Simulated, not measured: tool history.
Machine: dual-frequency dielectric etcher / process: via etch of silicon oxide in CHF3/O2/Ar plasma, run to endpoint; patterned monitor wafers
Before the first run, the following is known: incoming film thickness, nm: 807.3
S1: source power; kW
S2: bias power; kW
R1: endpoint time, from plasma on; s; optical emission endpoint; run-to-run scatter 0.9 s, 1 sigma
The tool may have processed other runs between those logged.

run,hour,S1,S2,R1
1,0,0.74,0.182,326.09
2,1.4,0.74,0.201,318.14
3,7.8,0.74,0.184,326.73
4,13.7,0.64,0.184,338.42
5,19.3,0.75,0.196,316.54
6,27.1,0.69,0.196,324.84
7,31.1,0.78,0.202,309.9

Expected results for the next run?
8,37.7,0.92,0.213,?

For run 8 the tool returned R1 291.14 s.
